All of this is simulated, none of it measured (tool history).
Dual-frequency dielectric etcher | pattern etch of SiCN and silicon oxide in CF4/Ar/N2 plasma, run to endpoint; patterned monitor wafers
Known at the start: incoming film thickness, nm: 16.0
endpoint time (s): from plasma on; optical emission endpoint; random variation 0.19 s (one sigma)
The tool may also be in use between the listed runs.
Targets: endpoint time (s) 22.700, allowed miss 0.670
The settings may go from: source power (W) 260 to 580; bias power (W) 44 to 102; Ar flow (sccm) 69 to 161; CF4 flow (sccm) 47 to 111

run 1 day=0.000 | source_power_(W)=420 bias_power_(W)=73 Ar_flow_(sccm)=115 CF4_flow_(sccm)=79 | endpoint_time_(s)=19.039
run 2 day=0.233 | source_power_(W)=400 bias_power_(W)=72 Ar_flow_(sccm)=115 CF4_flow_(sccm)=79 | endpoint_time_(s)=19.747
run 3 day=0.358 | source_power_(W)=380 bias_power_(W)=71 Ar_flow_(sccm)=115 CF4_flow_(sccm)=79 | endpoint_time_(s)=20.903
run 4 day=0.721 | source_power_(W)=380 bias_power_(W)=60 Ar_flow_(sccm)=115 CF4_flow_(sccm)=79 | endpoint_time_(s)=21.190
run 5 day=0.983 | source_power_(W)=320 bias_power_(W)=60 Ar_flow_(sccm)=115 CF4_flow_(sccm)=79 | endpoint_time_(s)=24.187
run 6 day=1.071 | source_power_(W)=320 bias_power_(W)=60 Ar_flow_(sccm)=115 CF4_flow_(sccm)=88 | endpoint_time_(s)=23.769
run 7 day=1.283 | source_power_(W)=320 bias_power_(W)=60 Ar_flow_(sccm)=115 CF4_flow_(sccm)=88 | endpoint_time_(s)=23.384
-- day=1.321 CF4 flow controller replaced
run 8 day=1.321 | source_power_(W)=330 bias_power_(W)=60 Ar_flow_(sccm)=115 CF4_flow_(sccm)=88 | endpoint_time_(s)=23.510

Which of these 5 next moves meets every target?
run A day=1.358 | source_power_(W)=360 bias_power_(W)=44 Ar_flow_(sccm)=132 CF4_flow_(sccm)=87 | endpoint_time_(s)=?
run B day=1.358 | source_power_(W)=330 bias_power_(W)=58 Ar_flow_(sccm)=95 CF4_flow_(sccm)=98 | endpoint_time_(s)=?
run C day=1.358 | source_power_(W)=320 bias_power_(W)=67 Ar_flow_(sccm)=136 CF4_flow_(sccm)=91 | endpoint_time_(s)=?
run D day=1.358 | source_power_(W)=320 bias_power_(W)=60 Ar_flow_(sccm)=116 CF4_flow_(sccm)=84 | endpoint_time_(s)=?
run E day=1.358 | source_power_(W)=310 bias_power_(W)=67 Ar_flow_(sccm)=125 CF4_flow_(sccm)=82 | endpoint_time_(s)=?

move=A endpoint_time_(s)=23.867
move=B endpoint_time_(s)=22.940
move=C endpoint_time_(s)=24.196
move=D endpoint_time_(s)=24.544
move=E endpoint_time_(s)=24.972
A: further off than the last run
B: meets every target
C: further off than the last run
D: further off than the last run
E: further off than the last run
Move B is the one to make.
